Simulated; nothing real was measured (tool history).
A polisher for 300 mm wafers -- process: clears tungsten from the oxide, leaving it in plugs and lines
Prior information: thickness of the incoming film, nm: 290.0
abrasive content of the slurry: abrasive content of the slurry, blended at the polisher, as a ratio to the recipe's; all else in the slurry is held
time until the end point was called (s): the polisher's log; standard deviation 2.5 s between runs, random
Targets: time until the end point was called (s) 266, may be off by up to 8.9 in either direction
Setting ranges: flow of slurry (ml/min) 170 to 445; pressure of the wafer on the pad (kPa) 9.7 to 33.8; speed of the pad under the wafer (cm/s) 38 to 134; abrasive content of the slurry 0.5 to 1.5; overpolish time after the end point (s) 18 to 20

run,day,flow of slurry (ml/min),pressure of the wafer on the pad (kPa),speed of the pad under the wafer (cm/s),abrasive content of the slurry,overpolish time after the end point (s),time until the end point was called (s)
1,0,285,21.4,86,1,18,102.56
2,0.079,285,21.4,98,1,18,88.856
3,0.233,285,21.4,98,1,20,89.684
4,0.433,285,21.4,98,0.85,20,96.152
5,0.671,285,19.3,92,0.85,20,110.55
6,1.004,285,23.4,92,0.85,20,92.589
7,1.354,285,21.4,86,0.85,20,109.58
8,1.438,285,21.4,86,0.85,20,106.33
9,1.496,285,19.3,78,0.85,20,132.12

4 candidate next runs follow, results not yet known. Just one meets every target within its allowed miss. Identify it.
A,1.554,285,19.3,110,0.75,18,?
B,1.554,305,14.5,48,0.7,20,?
C,1.554,270,13.1,50,0.8,19,?
D,1.554,305,15.9,48,0.7,20,?

move,time until the end point was called (s)
A,96.146
B,286.71
C,293.75
D,262.78
A: moves away from the targets compared with the last run
B: the result that was furthest off in the last run now lies on the other side of its target
C: the result that was furthest off in the last run now lies on the other side of its target
D: each result inside its tolerance
So the answer is move D, the one that meets all the targets.
